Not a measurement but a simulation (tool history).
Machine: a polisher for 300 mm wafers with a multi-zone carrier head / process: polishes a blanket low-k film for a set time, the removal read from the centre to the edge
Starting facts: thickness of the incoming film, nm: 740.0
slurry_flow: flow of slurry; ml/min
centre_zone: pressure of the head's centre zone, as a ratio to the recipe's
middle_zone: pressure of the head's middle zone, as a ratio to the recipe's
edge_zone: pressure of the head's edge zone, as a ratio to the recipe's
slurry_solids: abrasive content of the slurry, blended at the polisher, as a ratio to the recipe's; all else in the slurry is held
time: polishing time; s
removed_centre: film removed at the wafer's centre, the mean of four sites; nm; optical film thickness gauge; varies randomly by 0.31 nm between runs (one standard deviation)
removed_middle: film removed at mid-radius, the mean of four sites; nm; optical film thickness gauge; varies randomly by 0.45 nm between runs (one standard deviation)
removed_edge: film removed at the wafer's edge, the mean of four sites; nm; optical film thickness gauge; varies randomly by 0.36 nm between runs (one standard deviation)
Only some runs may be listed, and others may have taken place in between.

run    day  slurry_flow  centre_zone  middle_zone  edge_zone  slurry_solids  time  removed_centre  removed_middle  removed_edge
  1      0          260            1            1          1              1    85          30.764          31.416        31.273
  2  0.288          260            1         0.97          1              1    85          30.721          29.883        31.401
  3  0.317          260            1         0.97          1              1    67          24.426          24.008        24.881
  4  0.654          265         1.02         0.99       1.02            1.1    69            26.9            25.8        26.702
  5  0.929          315         1.02         0.99       1.02            1.1    69          27.374          26.605        27.302
  6  1.188          285         1.02         0.99       1.02            1.1    69          27.039          26.271        27.064
  7  1.433          290         1.03         1.01       1.04           1.15    71          28.717          27.954        28.301

What does the tool deliver on the next run?
  8  1.546          295         1.03         1.02       1.05            1.2    73               ?               ?             ?

Run 8 yielded removed_centre 30.029 nm, removed_middle 29.556 nm, removed_edge 30.188 nm.
